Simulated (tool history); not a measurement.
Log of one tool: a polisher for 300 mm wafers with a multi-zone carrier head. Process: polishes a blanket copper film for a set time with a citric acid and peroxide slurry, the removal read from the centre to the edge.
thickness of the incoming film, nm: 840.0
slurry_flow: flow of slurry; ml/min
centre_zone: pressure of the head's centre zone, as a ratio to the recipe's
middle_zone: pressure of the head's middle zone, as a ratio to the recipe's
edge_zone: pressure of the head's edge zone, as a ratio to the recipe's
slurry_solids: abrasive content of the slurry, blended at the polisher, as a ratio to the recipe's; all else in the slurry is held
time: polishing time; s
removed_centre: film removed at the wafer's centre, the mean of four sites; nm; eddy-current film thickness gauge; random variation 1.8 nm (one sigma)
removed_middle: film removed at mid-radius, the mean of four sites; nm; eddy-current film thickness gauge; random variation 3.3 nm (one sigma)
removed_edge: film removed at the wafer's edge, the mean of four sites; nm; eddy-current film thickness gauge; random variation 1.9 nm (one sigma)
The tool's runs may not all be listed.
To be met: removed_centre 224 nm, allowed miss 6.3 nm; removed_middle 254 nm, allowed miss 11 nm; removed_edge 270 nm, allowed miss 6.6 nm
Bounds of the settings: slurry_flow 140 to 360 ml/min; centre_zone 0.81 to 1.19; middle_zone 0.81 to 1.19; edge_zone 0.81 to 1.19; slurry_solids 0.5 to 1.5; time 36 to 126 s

run,hour,slurry_flow,centre_zone,middle_zone,edge_zone,slurry_solids,time,removed_centre,removed_middle,removed_edge
1,0,230,1,1,1,1,81,327.5,329.36,329.44
2,1.4,230,1,1,1,0.9,81,320.53,329.21,318.24
3,4,220,0.96,0.96,1,0.85,80,304.42,299.61,314.38
4,6.7,240,0.96,0.96,1,0.85,80,303.43,306.74,313.32
5,13.8,195,0.96,0.96,1,0.85,80,294.57,300.1,301.43
6,15.3,140,0.96,0.96,1,0.85,80,270.79,280.23,291.47
7,16.5,140,0.96,0.96,1,0.85,80,270.2,280.54,292.57
8,20.9,140,0.93,0.95,1,0.8,80,261.92,267.96,288.75
9,27.9,140,0.91,0.97,1,0.75,80,249.92,271.23,286.28
10,29.5,140,0.89,0.97,0.99,0.75,80,248.35,267.57,283.62
11,32.1,140,0.88,0.97,0.99,0.7,80,242.64,272.77,279.09
12,38.2,140,0.87,0.96,0.99,0.7,80,241.68,274.66,283.28
13,43,140,0.86,0.95,0.99,0.65,80,236.01,261.97,276.88
14,48.2,140,0.85,0.95,0.99,0.65,80,229.55,266.4,280.27

Which of these 4 next moves meets every target?
A,53.4,140,0.85,0.92,1.1,0.65,79,?,?,?
B,53.4,150,0.82,1.03,0.98,0.8,77,?,?,?
C,53.4,140,0.84,0.94,0.99,0.6,79,?,?,?
D,53.4,140,0.84,0.93,1.02,0.55,85,?,?,?

move,removed_centre,removed_middle,removed_edge
A,229.9,256.52,285.36
B,229.54,289.76,277.19
C,224.6,257.8,269.14
D,238.29,271.1,289.2
A: further off than the last run
B: further off than the last run
C: meets every target
D: further off than the last run
The right move is C.

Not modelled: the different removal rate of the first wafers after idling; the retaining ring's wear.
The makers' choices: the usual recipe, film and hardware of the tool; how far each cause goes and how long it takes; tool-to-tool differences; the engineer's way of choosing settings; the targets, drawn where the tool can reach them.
